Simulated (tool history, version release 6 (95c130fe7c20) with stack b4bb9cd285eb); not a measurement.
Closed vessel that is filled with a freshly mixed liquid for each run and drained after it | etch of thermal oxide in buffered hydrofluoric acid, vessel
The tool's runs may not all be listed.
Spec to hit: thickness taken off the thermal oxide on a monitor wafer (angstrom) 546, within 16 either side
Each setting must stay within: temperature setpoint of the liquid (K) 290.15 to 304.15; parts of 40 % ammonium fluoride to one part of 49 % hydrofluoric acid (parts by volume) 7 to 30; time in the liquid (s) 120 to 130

run  hour  temperature setpoint of the liquid (K)  parts of 40 % ammonium fluoride to one part of 49 % hydrofluoric acid (parts by volume)  time in the liquid (s)  thickness taken off the thermal oxide on a monitor wafer (angstrom)
  1     0                                  296.15                                                                                       20                     120                                                               625.85
  2   7.6                                  295.65                                                                                       20                     120                                                               623.53
  3  12.2                                  298.65                                                                                       20                     120                                                               733.22
  4  16.2                                  295.65                                                                                       20                     120                                                                611.2
  5  24.5                                  295.65                                                                                       20                     120                                                               623.17
  6  32.5                                  295.65                                                                                       20                     130                                                               676.18
  7  38.8                                  295.15                                                                                       20                     130                                                               654.57
  8    41                                  294.65                                                                                       20                     130                                                               633.54
  9  49.3                                  294.15                                                                                       20                     130                                                               624.51
 10  54.8                                  293.65                                                                                       20                     130                                                               595.42
 11    61                                  293.15                                                                                       20                     130                                                               581.01
 12  69.9                                  292.65                                                                                       20                     130                                                               560.86

Which of these 4 next moves meets every target?
  A  78.8                                  292.15                                                                                     19.5                     125                                                                    ?
  B  78.8                                  293.15                                                                                     18.5                     120                                                                    ?
  C  78.8                                  292.15                                                                                       18                     125                                                                    ?
  D  78.8                                  292.65                                                                                     19.5                     130                                                                    ?

move  thickness taken off the thermal oxide on a monitor wafer (angstrom)
   A                                                               534.12
   B                                                               571.73
   C                                                                578.1
   D                                                               571.52
A: each result inside its tolerance
B: lands further from the targets than the last run did
C: lands further from the targets than the last run did
D: lands further from the targets than the last run did
The move that meets every target is A.

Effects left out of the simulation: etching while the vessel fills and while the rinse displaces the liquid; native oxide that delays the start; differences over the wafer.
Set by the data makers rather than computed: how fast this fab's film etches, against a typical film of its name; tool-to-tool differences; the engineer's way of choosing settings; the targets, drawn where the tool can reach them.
